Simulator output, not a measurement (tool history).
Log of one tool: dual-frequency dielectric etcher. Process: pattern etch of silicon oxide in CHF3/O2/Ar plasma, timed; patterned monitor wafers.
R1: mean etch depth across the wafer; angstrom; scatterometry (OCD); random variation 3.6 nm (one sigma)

run 1 hour=0.0 | source_power_(kW)=0.880 bias_power_(kW)=0.187 etch_time_(s)=438.5 | R1=8995.7
run 2 hour=7.8 | source_power_(kW)=0.880 bias_power_(kW)=0.170 etch_time_(s)=438.5 | R1=8817.4
run 3 hour=9.7 | source_power_(kW)=0.940 bias_power_(kW)=0.176 etch_time_(s)=440.0 | R1=9129.9
run 4 hour=12.2 | source_power_(kW)=1.090 bias_power_(kW)=0.176 etch_time_(s)=440.0 | R1=9656.3
run 5 hour=16.5 | source_power_(kW)=1.090 bias_power_(kW)=0.198 etch_time_(s)=440.0 | R1=9984.0
run 6 hour=23.5 | source_power_(kW)=1.110 bias_power_(kW)=0.200 etch_time_(s)=440.0 | R1=10064.0

Forecast run 7:
run 7 hour=26.6 | source_power_(kW)=1.130 bias_power_(kW)=0.201 etch_time_(s)=440.0 | R1=?

Run 7 gave R1 10157.0 angstrom.

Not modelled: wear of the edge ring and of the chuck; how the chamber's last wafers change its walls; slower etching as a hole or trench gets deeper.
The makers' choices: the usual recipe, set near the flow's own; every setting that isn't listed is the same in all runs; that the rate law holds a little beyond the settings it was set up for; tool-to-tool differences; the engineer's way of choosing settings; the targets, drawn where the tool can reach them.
